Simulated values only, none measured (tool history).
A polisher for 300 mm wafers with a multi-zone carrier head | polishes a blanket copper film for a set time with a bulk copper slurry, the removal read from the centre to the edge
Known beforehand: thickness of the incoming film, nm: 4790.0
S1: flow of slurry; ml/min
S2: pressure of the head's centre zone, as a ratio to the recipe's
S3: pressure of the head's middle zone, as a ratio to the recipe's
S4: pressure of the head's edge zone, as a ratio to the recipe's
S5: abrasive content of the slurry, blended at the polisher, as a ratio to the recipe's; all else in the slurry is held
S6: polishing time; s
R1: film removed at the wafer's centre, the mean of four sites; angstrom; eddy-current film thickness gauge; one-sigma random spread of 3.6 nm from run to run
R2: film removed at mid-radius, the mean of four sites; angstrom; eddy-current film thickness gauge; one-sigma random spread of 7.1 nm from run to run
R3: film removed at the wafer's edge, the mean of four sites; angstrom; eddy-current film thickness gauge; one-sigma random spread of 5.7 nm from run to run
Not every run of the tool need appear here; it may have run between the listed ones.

{"run": 1, "hour": 0.0, "S1": 250, "S2": 1, "S3": 1, "S4": 1, "S5": 1, "S6": 54, "R1": 5770, "R2": 6517, "R3": 6372.1}
{"run": 2, "hour": 9.0, "S1": 250, "S2": 1, "S3": 0.98, "S4": 0.98, "S5": 0.95, "S6": 54, "R1": 5731.7, "R2": 6307.1, "R3": 6077.4}
{"run": 3, "hour": 16.0, "S1": 250, "S2": 0.92, "S3": 0.98, "S4": 0.98, "S5": 0.95, "S6": 54, "R1": 5235.2, "R2": 6483.9, "R3": 6212.6}
{"run": 4, "hour": 18.4, "S1": 250, "S2": 1, "S3": 0.98, "S4": 0.98, "S5": 0.95, "S6": 54, "R1": 5682.4, "R2": 6267.8, "R3": 6127.9}
{"run": 5, "hour": 19.4, "S1": 250, "S2": 0.92, "S3": 0.98, "S4": 0.98, "S5": 0.95, "S6": 54, "R1": 5245.9, "R2": 6379.6, "R3": 6090}
{"run": 6, "hour": 25.1, "S1": 245, "S2": 0.93, "S3": 0.96, "S4": 0.97, "S5": 0.9, "S6": 54, "R1": 5192.7, "R2": 6083.8, "R3": 6035.9}
{"run": 7, "hour": 27.2, "S1": 245, "S2": 0.93, "S3": 0.96, "S4": 0.97, "S5": 0.9, "S6": 54, "R1": 5177.7, "R2": 6309.8, "R3": 6076.1}
{"run": 8, "hour": 29.8, "S1": 245, "S2": 0.95, "S3": 0.94, "S4": 0.97, "S5": 0.85, "S6": 53, "R1": 5226.7, "R2": 5930.3, "R3": 5883.4}

The next listed run, before its measurement:
{"run": 9, "hour": 31.4, "S1": 240, "S2": 0.96, "S3": 0.92, "S4": 0.96, "S5": 0.8, "S6": 53, "R1": "?", "R2": "?", "R3": "?"}

Run 9 measured R1 5207.7 angstrom, R2 5612.4 angstrom, R3 5824.4 angstrom.
